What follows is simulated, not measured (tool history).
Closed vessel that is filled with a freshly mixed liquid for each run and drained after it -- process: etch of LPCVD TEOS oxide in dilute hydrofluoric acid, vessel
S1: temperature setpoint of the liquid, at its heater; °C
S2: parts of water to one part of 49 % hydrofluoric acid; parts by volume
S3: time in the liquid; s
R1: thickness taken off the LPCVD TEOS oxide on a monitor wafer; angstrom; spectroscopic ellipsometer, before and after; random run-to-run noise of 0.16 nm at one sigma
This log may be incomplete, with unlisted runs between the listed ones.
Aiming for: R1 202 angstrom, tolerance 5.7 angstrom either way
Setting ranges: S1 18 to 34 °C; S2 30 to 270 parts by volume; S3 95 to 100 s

{"run": 1, "day": 0.0, "S1": 26, "S2": 150, "S3": 95, "R1": 376.1}
{"run": 2, "day": 0.283, "S1": 24, "S2": 160, "S3": 95, "R1": 325.85}
{"run": 3, "day": 0.608, "S1": 21, "S2": 160, "S3": 95, "R1": 292.03}
{"run": 4, "day": 0.908, "S1": 21, "S2": 160, "S3": 95, "R1": 293.65}
{"run": 5, "day": 0.975, "S1": 20.5, "S2": 170, "S3": 95, "R1": 264.55}
{"run": 6, "day": 1.308, "S1": 20, "S2": 175, "S3": 95, "R1": 252.98}
{"run": 7, "day": 1.429, "S1": 20, "S2": 175, "S3": 95, "R1": 254.43}
{"run": 8, "day": 1.792, "S1": 19.5, "S2": 180, "S3": 95, "R1": 238.24}
{"day": 2.067, "done": "thermometer replaced"}
{"run": 9, "day": 2.067, "S1": 19, "S2": 185, "S3": 95, "R1": 216.17}

Exercise: of the 4 proposed moves below, exactly one satisfies all targets within the stated allowed misses. Which move is it?
{"run": "A", "day": 2.342, "S1": 20, "S2": 200, "S3": 95, "R1": "?"}
{"run": "B", "day": 2.342, "S1": 19, "S2": 195, "S3": 100, "R1": "?"}
{"run": "C", "day": 2.342, "S1": 19, "S2": 185, "S3": 100, "R1": "?"}
{"run": "D", "day": 2.342, "S1": 18, "S2": 175, "S3": 95, "R1": "?"}

move=A R1=206.59
move=B R1=215.58
move=C R1=229.45
move=D R1=223.62
A: in spec on every target
B: as far off as the last run
C: the biggest miss grows against the last run
D: the biggest miss grows against the last run
The right move is A.

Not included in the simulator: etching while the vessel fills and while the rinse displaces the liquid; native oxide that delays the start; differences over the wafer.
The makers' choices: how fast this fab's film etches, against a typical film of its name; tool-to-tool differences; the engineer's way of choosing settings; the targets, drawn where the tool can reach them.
